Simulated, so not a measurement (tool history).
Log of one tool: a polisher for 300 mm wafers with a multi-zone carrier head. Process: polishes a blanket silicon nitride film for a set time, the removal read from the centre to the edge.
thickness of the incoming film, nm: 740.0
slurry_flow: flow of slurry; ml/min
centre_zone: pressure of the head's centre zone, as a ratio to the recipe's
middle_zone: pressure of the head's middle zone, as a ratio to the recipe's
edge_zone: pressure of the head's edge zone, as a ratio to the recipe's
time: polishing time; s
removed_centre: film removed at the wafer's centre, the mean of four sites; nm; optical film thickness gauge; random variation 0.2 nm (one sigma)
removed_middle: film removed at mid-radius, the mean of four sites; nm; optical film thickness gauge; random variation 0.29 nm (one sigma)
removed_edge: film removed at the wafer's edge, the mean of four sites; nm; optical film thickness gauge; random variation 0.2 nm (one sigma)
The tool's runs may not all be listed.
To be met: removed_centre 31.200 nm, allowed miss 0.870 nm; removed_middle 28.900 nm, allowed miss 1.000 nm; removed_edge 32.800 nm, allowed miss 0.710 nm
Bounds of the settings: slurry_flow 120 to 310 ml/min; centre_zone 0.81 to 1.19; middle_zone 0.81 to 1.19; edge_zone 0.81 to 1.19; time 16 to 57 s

| run | hour | slurry_flow | centre_zone | middle_zone | edge_zone | time | removed_centre | removed_middle | removed_edge |
|---|---|---|---|---|---|---|---|---|---|
| 1 | 0.0 | 200 | 1.00 | 1.00 | 1.00 | 36 | 56.612 | 56.847 | 57.566 |
| 2 | 7.0 | 200 | 1.00 | 1.00 | 1.00 | 43 | 67.798 | 68.569 | 69.219 |
| 3 | 12.9 | 195 | 0.99 | 0.98 | 0.98 | 40 | 61.564 | 61.486 | 63.466 |
| 4 | 18.9 | 195 | 0.99 | 1.06 | 0.98 | 40 | 62.658 | 65.216 | 63.476 |
| 5 | 25.8 | 195 | 0.91 | 1.06 | 0.98 | 40 | 57.861 | 66.314 | 63.494 |
| 6 | 26.9 | 195 | 0.91 | 0.99 | 0.98 | 40 | 58.063 | 61.757 | 63.130 |
| 7 | 29.1 | 190 | 0.90 | 0.97 | 0.96 | 37 | 53.012 | 55.660 | 57.989 |
| 8 | 33.2 | 185 | 0.90 | 0.96 | 0.94 | 34 | 48.979 | 50.155 | 52.898 |

5 next moves are on the table. One of them brings every result within its allowed miss. Which?
| A | 37.3 | 140 | 0.95 | 0.87 | 0.94 | 22 | ? | ? | ? |
| B | 37.3 | 220 | 0.94 | 0.94 | 0.81 | 49 | ? | ? | ? |
| C | 37.3 | 160 | 0.92 | 0.96 | 0.91 | 22 | ? | ? | ? |
| D | 37.3 | 140 | 0.83 | 0.82 | 0.95 | 23 | ? | ? | ? |
| E | 37.3 | 180 | 1.09 | 0.88 | 0.89 | 56 | ? | ? | ? |

| move | removed_centre | removed_middle | removed_edge |
|---|---|---|---|
| A | 31.517 | 29.623 | 33.125 |
| B | 74.407 | 74.638 | 71.948 |
| C | 31.442 | 32.774 | 33.042 |
| D | 29.763 | 29.515 | 34.827 |
| E | 92.794 | 78.764 | 84.304 |
A: meets every target
B: further off than the last run
C: brings the result that was furthest off to its target, and leaves another outside
D: nearer than the last run, and not there yet
E: further off than the last run
The right move is A.
